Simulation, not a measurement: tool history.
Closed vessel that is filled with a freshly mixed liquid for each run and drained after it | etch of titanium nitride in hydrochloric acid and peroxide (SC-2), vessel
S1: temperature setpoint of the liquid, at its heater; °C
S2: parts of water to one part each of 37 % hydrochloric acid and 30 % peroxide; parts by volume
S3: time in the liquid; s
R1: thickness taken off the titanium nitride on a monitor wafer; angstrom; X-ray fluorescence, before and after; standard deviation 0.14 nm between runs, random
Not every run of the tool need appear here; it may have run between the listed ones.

Run 1, hour 0.0: S1 58.0 °C, S2 10 parts by volume, S3 555 s. Result: R1 296.86 angstrom.
Run 2, hour 7.9: S1 58.0 °C, S2 10 parts by volume, S3 555 s. Result: R1 295.14 angstrom.
Run 3, hour 12.4: S1 54.5 °C, S2 10 parts by volume, S3 555 s. Result: R1 231.00 angstrom.
Run 4, hour 14.3: S1 54.5 °C, S2 10 parts by volume, S3 555 s. Result: R1 233.24 angstrom.
Run 5, hour 16.1: S1 54.5 °C, S2 10 parts by volume, S3 430 s. Result: R1 184.11 angstrom.
Run 6, hour 24.3: S1 54.5 °C, S2 10 parts by volume, S3 555 s. Result: R1 231.78 angstrom.

Run 7 comes next. What will it give?
Run 7, hour 30.3: S1 52.5 °C, S2 10 parts by volume, S3 555 s. Result: R1 ?.

{"run 7": {"R1": 208.61}}
